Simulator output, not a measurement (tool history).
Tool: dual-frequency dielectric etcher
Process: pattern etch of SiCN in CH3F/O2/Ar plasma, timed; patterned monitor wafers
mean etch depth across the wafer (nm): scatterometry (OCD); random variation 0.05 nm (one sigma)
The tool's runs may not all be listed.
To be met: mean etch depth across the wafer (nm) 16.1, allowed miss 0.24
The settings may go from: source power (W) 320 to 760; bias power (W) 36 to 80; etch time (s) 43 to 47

run	day	source power (W)	bias power (W)	etch time (s)	mean etch depth across the wafer (nm)
1	0	540	58	47	17.23
2	0.175	540	67	47	17.867
3	0.304	540	61	47	17.479
4	0.608	510	61	47	17.217
5	0.692	510	61	43	15.686
6	0.792	510	56	43	15.411
7	0.971	520	56	43	15.538
8	1.183	530	56	43	15.59

5 next moves are on the table. One of them brings every result within its allowed miss. Which?
A	1.396	540	56	44	?
B	1.396	470	57	44.5	?
C	1.396	440	48	47	?
D	1.396	490	63	45.5	?
E	1.396	530	50	43	?

move	mean etch depth across the wafer (nm)
A	16.034
B	15.642
C	15.604
D	16.575
E	15.195
A: meets every target
B: nearer than the last run, and not there yet
C: as far off as the last run
D: takes the result that was furthest off past its target
E: further off than the last run
The right move is A.
